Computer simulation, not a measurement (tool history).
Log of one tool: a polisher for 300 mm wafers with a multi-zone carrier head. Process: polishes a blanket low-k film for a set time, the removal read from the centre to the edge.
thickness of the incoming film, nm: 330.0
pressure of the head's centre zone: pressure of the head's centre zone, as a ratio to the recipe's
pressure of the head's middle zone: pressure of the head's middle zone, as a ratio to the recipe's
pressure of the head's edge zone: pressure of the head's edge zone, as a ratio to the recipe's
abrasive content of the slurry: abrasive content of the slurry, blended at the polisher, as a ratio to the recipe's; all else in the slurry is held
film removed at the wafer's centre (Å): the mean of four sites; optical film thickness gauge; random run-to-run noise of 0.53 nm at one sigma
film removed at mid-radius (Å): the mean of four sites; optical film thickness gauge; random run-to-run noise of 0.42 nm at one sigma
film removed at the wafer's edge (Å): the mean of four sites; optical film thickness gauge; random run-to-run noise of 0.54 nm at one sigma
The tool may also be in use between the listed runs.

| run | day | flow of slurry (ml/min) | pressure of the head's centre zone | pressure of the head's middle zone | pressure of the head's edge zone | abrasive content of the slurry | polishing time (s) | film removed at the wafer's centre (Å) | film removed at mid-radius (Å) | film removed at the wafer's edge (Å) |
|---|---|---|---|---|---|---|---|---|---|---|
| 1 | 0.000 | 165 | 1.00 | 1.00 | 1.00 | 1.00 | 83 | 329.16 | 323.03 | 333.54 |
| 2 | 0.096 | 180 | 1.03 | 1.04 | 1.02 | 1.10 | 83 | 371.26 | 364.00 | 362.26 |
| 3 | 0.417 | 180 | 0.99 | 1.04 | 1.02 | 1.10 | 83 | 349.09 | 362.80 | 362.03 |
| 4 | 0.512 | 180 | 0.91 | 1.04 | 1.02 | 1.10 | 83 | 325.81 | 358.76 | 358.44 |
|  | 0.750 | slurry nozzle cleaned |
| 5 | 0.750 | 195 | 0.97 | 1.07 | 1.05 | 1.15 | 83 | 386.67 | 411.63 | 393.06 |
| 6 | 0.879 | 195 | 0.89 | 1.07 | 1.05 | 1.15 | 83 | 349.93 | 414.66 | 388.84 |
| 7 | 1.142 | 210 | 0.93 | 1.07 | 1.06 | 1.15 | 83 | 383.08 | 417.86 | 396.75 |

Expected results for the next run?
| 8 | 1.375 | 220 | 0.95 | 1.08 | 1.08 | 1.15 | 83 | ? | ? | ? |

{"run 8": {"film removed at the wafer's centre (Å)": 380.1, "film removed at mid-radius (Å)": 428.21, "film removed at the wafer's edge (Å)": 397.65}}
